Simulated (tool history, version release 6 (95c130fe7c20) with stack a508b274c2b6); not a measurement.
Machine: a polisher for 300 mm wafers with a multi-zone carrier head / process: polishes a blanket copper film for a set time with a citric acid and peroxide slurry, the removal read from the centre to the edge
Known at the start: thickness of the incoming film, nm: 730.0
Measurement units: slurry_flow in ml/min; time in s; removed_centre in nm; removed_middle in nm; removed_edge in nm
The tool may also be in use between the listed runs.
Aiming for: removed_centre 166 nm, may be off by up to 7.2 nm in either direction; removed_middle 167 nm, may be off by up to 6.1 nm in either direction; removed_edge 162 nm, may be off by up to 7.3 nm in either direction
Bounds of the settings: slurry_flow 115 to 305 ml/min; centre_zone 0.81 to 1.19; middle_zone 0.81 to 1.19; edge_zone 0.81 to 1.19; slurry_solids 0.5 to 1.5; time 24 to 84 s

run,day,slurry_flow,centre_zone,middle_zone,edge_zone,slurry_solids,time,removed_centre,removed_middle,removed_edge
1,0,195,1,1,1,1,54,110.05,111.3,108.69
2,0.175,195,1,1,0.96,1,54,112.72,110.08,108.81
3,0.483,195,1,1,0.93,1,54,112.67,108.47,106.8
4,0.762,195,1,1,0.93,0.9,54,110.64,108.72,103.13
5,1.067,205,1.03,1.05,0.96,1.1,58,126.51,128.66,117.44
6,1.333,245,1.03,1.05,0.96,1.1,58,130.59,130.48,121.73
7,1.554,255,1.04,1.05,0.99,1.25,61,146.37,143.43,131.66
8,1.7,260,1.02,1.04,1.03,1.3,63,147.23,144.03,140.77
9,1.854,265,1.02,1.06,1.05,1.35,64,150.75,156.94,148.09
10,1.962,270,1.03,1.06,1.07,1.4,64,154.54,153.36,156.6
11,2.1,275,1.04,1.08,1.07,1.4,64,156.38,158.36,155.7
12,2.3,280,1.05,1.09,1.07,1.4,64,161.44,158.92,150.26
13,2.417,280,1.05,1.09,1.08,1.45,64,159.29,163.34,151.63
14,2.75,280,1.05,1.09,1.08,1.45,64,163.09,156.32,154.27

Exactly one of the 4 candidate moves below puts every result within its allowed miss. Which one?
A,3.083,300,1.08,0.96,1,1.5,62,?,?,?
B,3.083,290,1.11,1.1,1.14,1.5,61,?,?,?
C,3.083,280,1.03,0.98,1.19,1.45,66,?,?,?
D,3.083,265,1.04,1.08,1.05,1.45,68,?,?,?

move,removed_centre,removed_middle,removed_edge
A,163.45,143.5,145.31
B,164.83,155.56,151.98
C,163.23,152.68,166.51
D,168.78,168.05,160.02
A: misses by more than the last run did
B: misses by more than the last run did
C: misses by more than the last run did
D: each result inside its tolerance
Go with D: it meets all targets.

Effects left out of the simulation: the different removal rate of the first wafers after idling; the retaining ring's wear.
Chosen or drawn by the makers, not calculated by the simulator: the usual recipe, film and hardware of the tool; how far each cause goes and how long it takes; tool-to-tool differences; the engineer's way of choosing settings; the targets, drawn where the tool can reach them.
